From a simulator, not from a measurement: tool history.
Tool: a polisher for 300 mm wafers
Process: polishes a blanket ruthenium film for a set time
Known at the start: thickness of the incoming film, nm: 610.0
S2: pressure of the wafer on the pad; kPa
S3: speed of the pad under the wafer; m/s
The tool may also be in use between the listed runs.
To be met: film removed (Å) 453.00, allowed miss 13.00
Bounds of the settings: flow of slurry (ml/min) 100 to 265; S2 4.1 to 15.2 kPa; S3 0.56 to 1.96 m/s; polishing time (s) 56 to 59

run 1 day=0.000 | flow_of_slurry_(ml/min)=170 S2=9.7 S3=1.26 polishing_time_(s)=56 | film_removed_(Å)=527.98
run 2 day=0.192 | flow_of_slurry_(ml/min)=165 S2=9.7 S3=1.26 polishing_time_(s)=56 | film_removed_(Å)=518.67
run 3 day=0.325 | flow_of_slurry_(ml/min)=165 S2=11.7 S3=1.26 polishing_time_(s)=56 | film_removed_(Å)=629.28
run 4 day=0.471 | flow_of_slurry_(ml/min)=160 S2=11.0 S3=1.26 polishing_time_(s)=56 | film_removed_(Å)=587.21
run 5 day=0.742 | flow_of_slurry_(ml/min)=160 S2=11.0 S3=1.26 polishing_time_(s)=59 | film_removed_(Å)=627.45
run 6 day=0.842 | flow_of_slurry_(ml/min)=135 S2=11.0 S3=1.26 polishing_time_(s)=59 | film_removed_(Å)=611.96
run 7 day=1.046 | flow_of_slurry_(ml/min)=130 S2=10.3 S3=1.26 polishing_time_(s)=59 | film_removed_(Å)=577.27
run 8 day=1.396 | flow_of_slurry_(ml/min)=130 S2=9.7 S3=1.26 polishing_time_(s)=59 | film_removed_(Å)=532.91
run 9 day=1.729 | flow_of_slurry_(ml/min)=125 S2=9.0 S3=1.26 polishing_time_(s)=59 | film_removed_(Å)=492.59
run 10 day=1.875 | flow_of_slurry_(ml/min)=120 S2=9.0 S3=1.26 polishing_time_(s)=59 | film_removed_(Å)=497.37

4 next moves are on the table. One of them brings every result within its allowed miss. Which?
run A day=2.021 | flow_of_slurry_(ml/min)=115 S2=8.3 S3=1.26 polishing_time_(s)=56 | film_removed_(Å)=?
run B day=2.021 | flow_of_slurry_(ml/min)=100 S2=9.7 S3=1.08 polishing_time_(s)=56 | film_removed_(Å)=?
run C day=2.021 | flow_of_slurry_(ml/min)=100 S2=11.7 S3=1.04 polishing_time_(s)=56 | film_removed_(Å)=?
run D day=2.021 | flow_of_slurry_(ml/min)=160 S2=8.3 S3=1.22 polishing_time_(s)=59 | film_removed_(Å)=?

move=A film_removed_(Å)=424.96
move=B film_removed_(Å)=417.67
move=C film_removed_(Å)=486.49
move=D film_removed_(Å)=451.39
A: takes the result that was furthest off past its target
B: takes the result that was furthest off past its target
C: nearer than the last run, and not there yet
D: meets every target
Answer: D
